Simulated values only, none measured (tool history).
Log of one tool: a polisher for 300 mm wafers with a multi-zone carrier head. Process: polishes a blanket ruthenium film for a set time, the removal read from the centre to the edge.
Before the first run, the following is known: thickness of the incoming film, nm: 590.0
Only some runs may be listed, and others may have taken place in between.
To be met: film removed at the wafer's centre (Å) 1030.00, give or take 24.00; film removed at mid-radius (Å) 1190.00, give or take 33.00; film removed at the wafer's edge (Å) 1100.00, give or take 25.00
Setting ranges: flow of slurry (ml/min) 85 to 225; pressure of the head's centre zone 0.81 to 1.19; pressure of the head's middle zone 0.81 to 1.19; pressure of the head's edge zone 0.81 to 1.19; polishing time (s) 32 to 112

run	hour	flow of slurry (ml/min)	pressure of the head's centre zone	pressure of the head's middle zone	pressure of the head's edge zone	polishing time (s)	film removed at the wafer's centre (Å)	film removed at mid-radius (Å)	film removed at the wafer's edge (Å)
1	0.0	145	1.00	1.00	1.00	72	817.06	816.11	820.07
2	2.4	175	1.00	1.00	1.00	72	859.38	844.89	840.03
3	4.7	175	1.00	1.00	0.97	72	848.85	859.56	834.04
4	5.5	175	1.00	1.06	0.97	72	856.49	895.61	824.65
5	10.2	175	1.00	1.06	0.97	82	966.59	1040.80	933.03
6	12.1	175	1.00	1.06	0.97	66	773.27	806.06	750.70
7	17.7	175	0.99	1.07	1.01	71	832.81	885.66	826.06
8	22.9	180	0.98	1.09	1.05	74	856.96	942.81	872.01
9	26.1	185	0.98	1.10	1.08	77	906.62	1008.60	919.03
10	27.0	190	0.97	1.10	1.10	79	913.69	1014.90	964.89
11	32.3	195	0.97	1.11	1.12	81	950.55	1069.40	1000.40
12	35.7	195	0.97	1.11	1.12	81	940.57	1064.30	992.91
13	40.2	200	0.97	1.12	1.13	82	974.65	1105.90	1029.00
14	44.9	205	0.97	1.13	1.14	82	966.28	1110.10	1025.90
15	47.1	205	0.97	1.13	1.15	83	970.77	1120.90	1049.50
16	47.8	210	0.98	1.14	1.16	83	1000.60	1141.70	1061.40
17	54.3	215	0.98	1.14	1.17	83	996.69	1144.70	1057.90
18	61.5	215	0.98	1.14	1.17	84	1002.50	1145.10	1080.80

Pick the move, out of 5, that brings all results within their allowed miss; only one does.
A	68.7	200	0.98	1.16	1.16	87	?	?	?
B	68.7	225	0.95	1.03	1.14	87	?	?	?
C	68.7	210	0.90	1.05	1.19	85	?	?	?
D	68.7	210	1.00	1.19	1.10	84	?	?	?
E	68.7	190	0.96	1.17	1.19	86	?	?	?

move	film removed at the wafer's centre (Å)	film removed at mid-radius (Å)	film removed at the wafer's edge (Å)
A	1029.40	1196.40	1087.30
B	1015.00	1098.70	1092.70
C	929.50	1081.20	1083.80
D	1022.50	1189.20	1026.60
E	988.11	1182.30	1082.90
A: hits every target within its allowed miss
B: misses by more than the last run did
C: misses by more than the last run did
D: meets the target for the result that was furthest off, but another lies outside its allowed miss
E: meets the target for the result that was furthest off, but another lies outside its allowed miss
The right move is A.

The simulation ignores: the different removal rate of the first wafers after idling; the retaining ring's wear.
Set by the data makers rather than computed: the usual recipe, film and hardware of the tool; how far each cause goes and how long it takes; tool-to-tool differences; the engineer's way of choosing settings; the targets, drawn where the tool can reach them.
